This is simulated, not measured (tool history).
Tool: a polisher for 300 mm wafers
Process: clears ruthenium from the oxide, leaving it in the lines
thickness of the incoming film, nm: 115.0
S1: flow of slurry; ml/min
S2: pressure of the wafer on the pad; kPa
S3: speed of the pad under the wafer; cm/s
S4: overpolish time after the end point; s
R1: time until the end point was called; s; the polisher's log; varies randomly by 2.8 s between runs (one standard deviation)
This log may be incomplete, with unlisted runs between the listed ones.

{"run": 1, "hour": 0.0, "S1": 260, "S2": 11.7, "S3": 90, "S4": 4, "R1": 154.03}
{"run": 2, "hour": 5.2, "S1": 260, "S2": 11.7, "S3": 90, "S4": 4, "R1": 150.96}
{"run": 3, "hour": 8.4, "S1": 260, "S2": 10.3, "S3": 90, "S4": 4, "R1": 176.3}
{"run": 4, "hour": 15.8, "S1": 260, "S2": 12.4, "S3": 90, "S4": 4, "R1": 145.39}
{"run": 5, "hour": 20.6, "S1": 260, "S2": 12.4, "S3": 98, "S4": 4, "R1": 133.73}
{"run": 6, "hour": 22.0, "S1": 260, "S2": 10.3, "S3": 96, "S4": 4, "R1": 163.49}

What does the tool deliver on the next run?
{"run": 7, "hour": 25.8, "S1": 260, "S2": 9, "S3": 96, "S4": 4, "R1": "?"}

{"run 7": {"R1": 186.95}}
